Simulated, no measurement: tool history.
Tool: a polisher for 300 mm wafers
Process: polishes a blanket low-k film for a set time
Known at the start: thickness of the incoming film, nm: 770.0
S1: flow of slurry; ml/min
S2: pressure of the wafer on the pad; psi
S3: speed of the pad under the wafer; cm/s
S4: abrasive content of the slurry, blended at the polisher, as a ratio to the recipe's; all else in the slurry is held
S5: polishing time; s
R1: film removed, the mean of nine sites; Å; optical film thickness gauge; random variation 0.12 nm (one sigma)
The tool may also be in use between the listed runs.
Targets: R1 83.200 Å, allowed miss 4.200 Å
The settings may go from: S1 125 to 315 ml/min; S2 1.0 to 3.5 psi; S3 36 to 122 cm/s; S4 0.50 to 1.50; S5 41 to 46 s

run	hour	S1	S2	S3	S4	S5	R1
1	0.0	205	2.2	78	1.00	46	211.620
2	7.4	250	2.2	78	1.00	46	217.320
3	10.8	250	1.7	78	1.00	46	168.400
4	14.2	250	1.6	74	1.00	46	154.470
5	16.3	250	1.6	74	1.20	46	166.160
6	24.4	250	1.5	68	1.20	46	143.240
7	31.7	250	1.5	68	1.20	46	146.980
8	37.2	250	1.4	64	1.20	46	127.070
9	44.2	250	1.3	62	1.20	46	118.100
10	46.5	250	1.3	60	1.20	46	115.840
11	49.7	250	1.3	58	1.20	46	113.540
12	58.5	250	1.3	56	1.20	46	109.910
13	61.4	250	1.3	54	1.20	46	108.050
14	68.4	250	1.0	40	1.15	46	66.766

5 next moves are on the table. One of them brings every result within its allowed miss. Which?
A	75.4	190	1.2	46	1.45	46	?
B	75.4	260	1.3	48	1.15	45	?
C	75.4	240	1.3	46	1.10	41	?
D	75.4	285	1.1	42	1.15	46	?
E	75.4	250	1.2	48	1.30	46	?

move	R1
A	92.036
B	95.231
C	82.210
D	76.081
E	93.889
A: takes the result that was furthest off past its target
B: takes the result that was furthest off past its target
C: meets every target
D: nearer than the last run, and not there yet
E: takes the result that was furthest off past its target
Answer: C
